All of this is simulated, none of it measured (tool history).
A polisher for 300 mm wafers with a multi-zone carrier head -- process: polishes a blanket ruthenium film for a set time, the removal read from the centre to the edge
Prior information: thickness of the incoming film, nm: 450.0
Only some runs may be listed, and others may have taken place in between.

| run | hour | flow of slurry (ml/min) | pressure of the head's centre zone | pressure of the head's middle zone | pressure of the head's edge zone | polishing time (s) | film removed at the wafer's centre (nm) | film removed at mid-radius (nm) | film removed at the wafer's edge (nm) |
|---|---|---|---|---|---|---|---|---|---|
| 1 | 0 | 270 | 1 | 1 | 1 | 50 | 55.006 | 55.071 | 53.896 |
| 2 | 8.9 | 280 | 1.03 | 1.01 | 1.05 | 51 | 56.789 | 55.408 | 55.837 |
| 3 | 16.9 | 285 | 1.05 | 1.02 | 1.07 | 53 | 60.748 | 59.841 | 59.102 |
| 4 | 21.5 | 285 | 1.05 | 0.98 | 1.07 | 53 | 61.314 | 56.619 | 58.242 |
| 5 | 26.1 | 285 | 1.05 | 0.98 | 1.07 | 41 | 47.161 | 44.631 | 44.706 |
| 6 | 30.9 | 260 | 1.05 | 0.98 | 1.07 | 41 | 46.852 | 43.127 | 44.588 |
| 7 | 34.7 | 250 | 1.07 | 1.01 | 1.09 | 46 | 53.332 | 49.457 | 50.804 |
| 8 | 41.1 | 230 | 1.09 | 1.04 | 1.11 | 49 | 57.843 | 54.719 | 53.17 |
| 9 | 44.7 | 250 | 1.09 | 1.03 | 1.13 | 51 | 60.196 | 56.372 | 56.976 |
| 10 | 49.9 | 265 | 1.1 | 1.03 | 1.15 | 52 | 62.51 | 57.747 | 56.948 |

For run 11, what comes out?
| 11 | 51.6 | 250 | 1.09 | 1.03 | 1.15 | 54 | ? | ? | ? |

film removed at the wafer's centre (nm): 63.497
film removed at mid-radius (nm): 60.368
film removed at the wafer's edge (nm): 62.16
